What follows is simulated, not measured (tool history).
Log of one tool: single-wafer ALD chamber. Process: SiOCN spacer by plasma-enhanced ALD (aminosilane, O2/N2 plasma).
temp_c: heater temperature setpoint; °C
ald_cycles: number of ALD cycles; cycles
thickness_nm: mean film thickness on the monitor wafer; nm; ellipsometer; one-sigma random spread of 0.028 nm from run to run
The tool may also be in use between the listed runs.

run    day  temp_c  ald_cycles  thickness_nm
  1      0     405          83        5.1976
  2  0.112     404          84        5.2284
  3  0.354     413          84        5.0802
  4    0.6     406          84        5.2402
  5    0.8     406          75        4.6698
  6  1.121     406          71        4.3928
  7  1.171     404          73        4.6065

Run 8 comes next. What will it give?
  8  1.404     402          74             ?

thickness_nm: 4.6875 nm
